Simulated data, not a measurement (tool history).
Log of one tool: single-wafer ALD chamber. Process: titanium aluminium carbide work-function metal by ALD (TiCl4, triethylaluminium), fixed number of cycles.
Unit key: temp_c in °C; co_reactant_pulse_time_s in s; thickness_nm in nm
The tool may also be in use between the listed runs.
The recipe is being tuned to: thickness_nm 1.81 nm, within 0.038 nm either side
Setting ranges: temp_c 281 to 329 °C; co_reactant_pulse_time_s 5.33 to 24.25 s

run 1 hour=0 | temp_c=305 co_reactant_pulse_time_s=14.79 | thickness_nm=2.0261
run 2 hour=1.8 | temp_c=301 co_reactant_pulse_time_s=14.2 | thickness_nm=1.9862
run 3 hour=6 | temp_c=298 co_reactant_pulse_time_s=13.9 | thickness_nm=1.955
run 4 hour=9.7 | temp_c=298 co_reactant_pulse_time_s=15.75 | thickness_nm=1.9786
run 5 hour=11 | temp_c=290 co_reactant_pulse_time_s=15.75 | thickness_nm=1.9028
run 6 hour=13.3 | temp_c=288 co_reactant_pulse_time_s=15.37 | thickness_nm=1.8706
run 7 hour=18.4 | temp_c=287 co_reactant_pulse_time_s=15.24 | thickness_nm=1.8712
run 8 hour=25.2 | temp_c=287 co_reactant_pulse_time_s=15.24 | thickness_nm=1.8774
run 9 hour=29.2 | temp_c=286 co_reactant_pulse_time_s=14.74 | thickness_nm=1.8707
run 10 hour=30.9 | temp_c=285 co_reactant_pulse_time_s=13.86 | thickness_nm=1.8647
run 11 hour=32.9 | temp_c=281 co_reactant_pulse_time_s=9.13 | thickness_nm=1.703
run 12 hour=36.3 | temp_c=283 co_reactant_pulse_time_s=9.39 | thickness_nm=1.7264
run 13 hour=39.1 | temp_c=284 co_reactant_pulse_time_s=9.6 | thickness_nm=1.7572
run 14 hour=43.2 | temp_c=285 co_reactant_pulse_time_s=9.74 | thickness_nm=1.7616

Exercise: of the 4 proposed moves below, exactly one satisfies all targets within the stated allowed misses. Which move is it?
run A hour=47.3 | temp_c=286 co_reactant_pulse_time_s=9.06 | thickness_nm=?
run B hour=47.3 | temp_c=284 co_reactant_pulse_time_s=11.28 | thickness_nm=?
run C hour=47.3 | temp_c=281 co_reactant_pulse_time_s=9.25 | thickness_nm=?
run D hour=47.3 | temp_c=281 co_reactant_pulse_time_s=9.47 | thickness_nm=?

move=A thickness_nm=1.7272
move=B thickness_nm=1.816
move=C thickness_nm=1.7061
move=D thickness_nm=1.7201
A: lands further from the targets than the last run did
B: meets every target
C: lands further from the targets than the last run did
D: lands further from the targets than the last run did
The right move is B.
